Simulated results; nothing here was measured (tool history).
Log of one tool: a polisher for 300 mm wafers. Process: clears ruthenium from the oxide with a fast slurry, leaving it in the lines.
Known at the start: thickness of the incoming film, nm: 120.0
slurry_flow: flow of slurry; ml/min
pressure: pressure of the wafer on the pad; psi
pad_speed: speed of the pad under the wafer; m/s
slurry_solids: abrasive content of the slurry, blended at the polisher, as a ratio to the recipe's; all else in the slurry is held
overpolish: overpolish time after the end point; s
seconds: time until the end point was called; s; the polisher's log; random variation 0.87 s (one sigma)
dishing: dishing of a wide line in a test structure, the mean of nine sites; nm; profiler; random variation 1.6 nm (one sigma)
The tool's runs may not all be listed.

Run 1, hour 0: slurry_flow 210 ml/min, pressure 2.9 psi, pad_speed 0.92 m/s, slurry_solids 1, overpolish 28 s. Result: seconds 38.145 s, dishing 80.1 nm.
Run 2, hour 1.3: slurry_flow 210 ml/min, pressure 2.7 psi, pad_speed 0.92 m/s, slurry_solids 1, overpolish 30 s. Result: seconds 40.73 s, dishing 78.62 nm.
Run 3, hour 4.4: slurry_flow 210 ml/min, pressure 2.7 psi, pad_speed 0.92 m/s, slurry_solids 0.9, overpolish 30 s. Result: seconds 40.879 s, dishing 74.725 nm.
Run 4, hour 11.9: slurry_flow 210 ml/min, pressure 2.7 psi, pad_speed 0.92 m/s, slurry_solids 0.85, overpolish 30 s. Result: seconds 43.204 s, dishing 74.201 nm.
Run 5, hour 13.3: slurry_flow 210 ml/min, pressure 2.7 psi, pad_speed 0.92 m/s, slurry_solids 0.85, overpolish 22 s. Result: seconds 43.973 s, dishing 56.265 nm.
Run 6, hour 14.9: slurry_flow 210 ml/min, pressure 2.7 psi, pad_speed 0.92 m/s, slurry_solids 0.85, overpolish 17 s. Result: seconds 44.017 s, dishing 43.373 nm.
Run 7, hour 23.5: slurry_flow 210 ml/min, pressure 2.6 psi, pad_speed 0.9 m/s, slurry_solids 0.9, overpolish 21 s. Result: seconds 44.069 s, dishing 54.686 nm.

Run 8 comes next. What will it give?
Run 8, hour 28.9: slurry_flow 210 ml/min, pressure 2.4 psi, pad_speed 0.9 m/s, slurry_solids 0.95, overpolish 23 s. Result: seconds ?, dishing ?.

Run 8 gave seconds 46.492 s, dishing 52.925 nm.
